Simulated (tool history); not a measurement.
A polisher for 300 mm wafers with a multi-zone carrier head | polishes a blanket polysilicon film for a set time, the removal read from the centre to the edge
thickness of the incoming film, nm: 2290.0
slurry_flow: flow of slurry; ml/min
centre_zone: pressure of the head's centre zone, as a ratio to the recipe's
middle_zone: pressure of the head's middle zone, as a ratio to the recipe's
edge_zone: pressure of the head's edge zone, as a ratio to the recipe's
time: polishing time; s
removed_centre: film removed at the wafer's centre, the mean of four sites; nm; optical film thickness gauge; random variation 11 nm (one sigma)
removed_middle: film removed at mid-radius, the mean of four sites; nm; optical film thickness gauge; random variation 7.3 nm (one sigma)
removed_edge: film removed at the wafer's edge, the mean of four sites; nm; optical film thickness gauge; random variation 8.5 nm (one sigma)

Run 1, day 0.000: slurry_flow 300 ml/min, centre_zone 1.00, middle_zone 1.00, edge_zone 1.00, time 68 s. Result: removed_centre 605.47 nm, removed_middle 601.68 nm, removed_edge 610.55 nm.
Run 2, day 0.175: slurry_flow 300 ml/min, centre_zone 1.00, middle_zone 1.00, edge_zone 0.92, time 68 s. Result: removed_centre 610.10 nm, removed_middle 594.81 nm, removed_edge 588.01 nm.
Run 3, day 0.429: slurry_flow 300 ml/min, centre_zone 1.00, middle_zone 1.04, edge_zone 0.92, time 68 s. Result: removed_centre 600.34 nm, removed_middle 619.14 nm, removed_edge 591.24 nm.
Run 4, day 0.458: slurry_flow 295 ml/min, centre_zone 1.00, middle_zone 0.99, edge_zone 0.97, time 73 s. Result: removed_centre 650.15 nm, removed_middle 635.79 nm, removed_edge 656.52 nm.
Run 5, day 0.579: slurry_flow 290 ml/min, centre_zone 1.01, middle_zone 0.97, edge_zone 1.00, time 76 s. Result: removed_centre 676.89 nm, removed_middle 649.43 nm, removed_edge 679.04 nm.
Run 6, day 0.767: slurry_flow 290 ml/min, centre_zone 1.01, middle_zone 0.97, edge_zone 1.00, time 89 s. Result: removed_centre 806.42 nm, removed_middle 768.43 nm, removed_edge 795.86 nm.

Run 7 comes next. What will it give?
Run 7, day 1.104: slurry_flow 285 ml/min, centre_zone 1.01, middle_zone 0.93, edge_zone 1.02, time 89 s. Result: removed_centre ?, removed_middle ?, removed_edge ?.

Run 7 gave removed_centre 809.30 nm, removed_middle 736.11 nm, removed_edge 807.37 nm.

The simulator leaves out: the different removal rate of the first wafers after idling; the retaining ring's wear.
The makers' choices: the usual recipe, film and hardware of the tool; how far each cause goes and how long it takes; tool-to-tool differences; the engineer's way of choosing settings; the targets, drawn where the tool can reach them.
